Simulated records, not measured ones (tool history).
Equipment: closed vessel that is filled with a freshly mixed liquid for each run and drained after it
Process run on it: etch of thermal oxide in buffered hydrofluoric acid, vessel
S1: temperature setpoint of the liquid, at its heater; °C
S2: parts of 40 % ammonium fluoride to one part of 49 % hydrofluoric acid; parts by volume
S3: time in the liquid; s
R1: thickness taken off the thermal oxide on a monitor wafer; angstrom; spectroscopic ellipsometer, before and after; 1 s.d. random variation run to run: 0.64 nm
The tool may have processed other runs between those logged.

run	hour	S1	S2	S3	R1
1	0	22	15.5	100	644.8
2	5.9	22	15.5	110	714.09
3	10.9	22.5	15.5	110	728.95
4	12.8	23	15.5	110	750.97
5	16.9	23	15.5	100	687.39
# hour 21.3: thermometer replaced
6	21.3	20.5	15.5	100	677.39
7	28.5	24.5	11.5	100	1131.1

For run 8, what comes out?
8	36.5	24	11.5	100	?

Logged for run 8: R1 1089.1 angstrom.

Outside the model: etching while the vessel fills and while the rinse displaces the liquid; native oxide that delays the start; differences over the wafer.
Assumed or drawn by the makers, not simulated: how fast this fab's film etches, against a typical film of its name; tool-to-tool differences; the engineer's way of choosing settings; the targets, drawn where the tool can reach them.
